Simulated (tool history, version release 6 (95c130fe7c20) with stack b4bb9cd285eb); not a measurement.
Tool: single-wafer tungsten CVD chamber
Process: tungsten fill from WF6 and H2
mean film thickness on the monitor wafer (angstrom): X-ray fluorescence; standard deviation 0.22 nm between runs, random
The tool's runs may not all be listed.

run	day	heater temperature setpoint (K)	chamber pressure (mTorr)	deposition time (s)	mean film thickness on the monitor wafer (angstrom)
1	0	653.15	37600	14.4	305.64
2	0.25	645.15	37600	14.4	266.46
3	0.554	645.15	42900	14.4	280.31
4	0.9	645.15	36600	14.4	261.49
5	1.083	645.15	32700	14.4	246.67
6	1.217	645.15	32700	14.4	245.94

Run 7 has not been measured yet. What should we expect?
7	1.367	653.15	33000	14.4	?

mean film thickness on the monitor wafer (angstrom): 287.07
